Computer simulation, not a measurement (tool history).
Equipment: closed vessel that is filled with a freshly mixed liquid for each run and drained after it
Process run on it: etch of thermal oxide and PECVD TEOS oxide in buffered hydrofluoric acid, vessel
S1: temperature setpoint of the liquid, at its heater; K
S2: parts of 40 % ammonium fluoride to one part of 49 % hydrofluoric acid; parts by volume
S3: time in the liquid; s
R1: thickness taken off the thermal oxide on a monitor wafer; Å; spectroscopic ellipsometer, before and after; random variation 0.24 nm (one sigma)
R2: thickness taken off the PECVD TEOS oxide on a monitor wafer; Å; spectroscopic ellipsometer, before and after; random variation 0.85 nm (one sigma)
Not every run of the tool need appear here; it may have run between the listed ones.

run 1 hour=0.0 | S1=296.15 S2=16.5 S3=60 | R1=420.88 R2=702.98
run 2 hour=2.1 | S1=296.15 S2=12.0 S3=60 | R1=580.49 R2=954.99
run 3 hour=9.2 | S1=293.65 S2=12.0 S3=60 | R1=507.47 R2=836.62
run 4 hour=16.0 | S1=294.65 S2=12.0 S3=60 | R1=532.78 R2=874.41
run 5 hour=16.7 | S1=294.65 S2=16.5 S3=60 | R1=388.28 R2=641.42
run 6 hour=22.1 | S1=294.65 S2=18.5 S3=60 | R1=346.00 R2=575.97
run 7 hour=24.6 | S1=296.65 S2=18.0 S3=60 | R1=402.41 R2=658.54
run 8 hour=29.8 | S1=298.15 S2=17.5 S3=60 | R1=444.01 R2=728.55
run 9 hour=38.8 | S1=299.15 S2=17.0 S3=60 | R1=481.93 R2=800.79
run 10 hour=41.8 | S1=300.15 S2=16.5 S3=60 | R1=525.39 R2=874.87

What does the tool deliver on the next run?
run 11 hour=46.1 | S1=301.15 S2=16.5 S3=60 | R1=? R2=?

{"run 11": {"R1": 552.17, "R2": 925.27}}
